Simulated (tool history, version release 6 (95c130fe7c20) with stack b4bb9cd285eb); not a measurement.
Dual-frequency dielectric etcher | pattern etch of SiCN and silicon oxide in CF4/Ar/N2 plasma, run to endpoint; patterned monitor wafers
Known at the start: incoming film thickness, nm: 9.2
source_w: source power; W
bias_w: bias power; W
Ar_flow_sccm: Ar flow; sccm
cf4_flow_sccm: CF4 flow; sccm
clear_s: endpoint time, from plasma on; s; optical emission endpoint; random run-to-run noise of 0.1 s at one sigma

run,hour,source_w,bias_w,Ar_flow_sccm,cf4_flow_sccm,clear_s
1,0,340,93,109,44,13.713
2,8.3,340,78,109,44,14.635
3,16.8,330,78,109,44,14.85
4,25.6,330,78,126,44,15.327
5,30.9,330,78,126,51,14.749
6,37.8,380,78,126,51,13.411
7,44.5,350,77,126,51,14.253

Estimate the outcome of run 8 from the log above:
8,47.3,290,73,127,51,?

Run 8 came out at clear_s 16.462 s.
